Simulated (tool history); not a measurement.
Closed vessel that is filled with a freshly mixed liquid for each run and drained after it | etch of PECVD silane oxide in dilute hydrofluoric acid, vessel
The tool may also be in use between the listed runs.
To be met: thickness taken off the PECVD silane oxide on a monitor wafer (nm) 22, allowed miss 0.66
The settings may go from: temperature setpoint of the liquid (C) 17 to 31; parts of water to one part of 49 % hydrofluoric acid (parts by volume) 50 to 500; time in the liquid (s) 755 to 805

run,day,temperature setpoint of the liquid (C),parts of water to one part of 49 % hydrofluoric acid (parts by volume),time in the liquid (s),thickness taken off the PECVD silane oxide on a monitor wafer (nm)
1,0,23,275,755,37.45
2,0.258,22.5,285,755,35.147
3,0.629,22,295,755,32.918
4,0.912,21.5,300,755,31.295
5,1.288,21,305,755,30.134
6,1.329,21,230,755,43.277
7,1.412,20.5,245,755,39.532
8,1.646,20,260,755,35.308
9,1.696,19.5,270,755,33.197

Which of these 5 next moves meets every target?
A,1.746,18,380,755,?
B,1.746,19.5,390,755,?
C,1.746,18,360,760,?
D,1.746,18.5,380,755,?
E,1.746,17,370,755,?

move,thickness taken off the PECVD silane oxide on a monitor wafer (nm)
A,20.349
B,20.743
C,21.974
D,20.717
E,20.315
A: takes the result that was furthest off past its target
B: takes the result that was furthest off past its target
C: meets every target
D: takes the result that was furthest off past its target
E: takes the result that was furthest off past its target
Move C is the one to make.
